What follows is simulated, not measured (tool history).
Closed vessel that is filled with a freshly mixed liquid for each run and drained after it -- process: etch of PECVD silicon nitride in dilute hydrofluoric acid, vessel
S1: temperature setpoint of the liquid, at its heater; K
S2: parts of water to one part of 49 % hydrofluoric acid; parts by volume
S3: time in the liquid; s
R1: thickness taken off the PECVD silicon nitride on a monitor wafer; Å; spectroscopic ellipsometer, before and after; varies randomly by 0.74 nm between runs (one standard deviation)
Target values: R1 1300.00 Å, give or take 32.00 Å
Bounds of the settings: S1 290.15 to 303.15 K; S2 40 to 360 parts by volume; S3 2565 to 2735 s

run,hour,S1,S2,S3,R1
1,0.0,295.15,200,2565,490.61
2,1.5,295.15,165,2565,588.36
3,6.5,296.65,155,2565,686.11
4,10.5,298.15,145,2565,817.44
5,13.6,298.15,145,2565,808.83
6,22.2,299.15,140,2565,895.85
7,26.2,300.15,135,2565,989.62
8,30.0,300.65,135,2565,1021.60
9,38.4,303.15,115,2565,1399.60
10,44.1,302.65,115,2565,1364.00

Exactly one of the 4 candidate moves below puts every result within its allowed miss. Which one?
A,49.8,301.65,105,2565,?
B,49.8,302.65,110,2650,?
C,49.8,302.65,130,2610,?
D,49.8,303.15,125,2595,?

move,R1
A,1410.80
B,1481.50
C,1233.10
D,1315.70
A: the biggest miss grows against the last run
B: the biggest miss grows against the last run
C: moves the result that the last run missed by most past its target, out the other side
D: every result lands within tolerance
D is the move that brings every result within its allowed miss.

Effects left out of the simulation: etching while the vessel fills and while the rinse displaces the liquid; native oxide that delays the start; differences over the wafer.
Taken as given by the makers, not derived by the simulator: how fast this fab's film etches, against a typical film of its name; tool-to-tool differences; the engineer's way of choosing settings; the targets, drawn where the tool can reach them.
